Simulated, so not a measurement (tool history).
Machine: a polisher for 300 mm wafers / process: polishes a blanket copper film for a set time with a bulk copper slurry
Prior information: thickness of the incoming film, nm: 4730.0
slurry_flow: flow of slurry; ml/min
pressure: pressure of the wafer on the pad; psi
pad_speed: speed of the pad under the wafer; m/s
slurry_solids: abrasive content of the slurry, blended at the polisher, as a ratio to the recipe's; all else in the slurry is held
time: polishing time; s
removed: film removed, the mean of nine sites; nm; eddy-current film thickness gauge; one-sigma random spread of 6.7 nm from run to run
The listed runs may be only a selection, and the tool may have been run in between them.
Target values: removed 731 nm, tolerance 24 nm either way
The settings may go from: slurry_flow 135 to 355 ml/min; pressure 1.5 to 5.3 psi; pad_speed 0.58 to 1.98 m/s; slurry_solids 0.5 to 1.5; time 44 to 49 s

run,hour,slurry_flow,pressure,pad_speed,slurry_solids,time,removed
1,0,225,3.4,1.28,1,49,843.95
2,2,225,4,1.28,1,49,986.7
3,4.3,225,3.7,1.28,1,49,912.3
4,8.6,225,3.5,1.28,1,49,878.07
5,14.8,225,2.8,1.28,1,49,697.87
6,19.2,225,2.8,1.06,1,49,581.47
7,21.8,225,3,1.06,1,49,617.33
8,27.8,225,3.1,1.06,1,49,647.82
9,32,225,3.1,1.06,1,49,638.11
10,39.7,225,3.2,1.06,1,49,652.27
11,40.4,225,3.3,1.06,1,49,682.43
12,47,225,3.4,1.06,1,49,702.85

Which of these 4 next moves meets every target?
A,53.6,235,3.9,0.94,0.8,48,?
B,53.6,265,3.7,1.18,1,46,?
C,53.6,180,3.7,1.14,0.95,49,?
D,53.6,225,3.9,1.1,0.95,44,?

move,removed
A,664.83
B,809.28
C,794
D,740.37
A: its largest miss is bigger than the last run's
B: takes the result that was furthest off past its target
C: takes the result that was furthest off past its target
D: every result within its allowed miss
D meets every target.

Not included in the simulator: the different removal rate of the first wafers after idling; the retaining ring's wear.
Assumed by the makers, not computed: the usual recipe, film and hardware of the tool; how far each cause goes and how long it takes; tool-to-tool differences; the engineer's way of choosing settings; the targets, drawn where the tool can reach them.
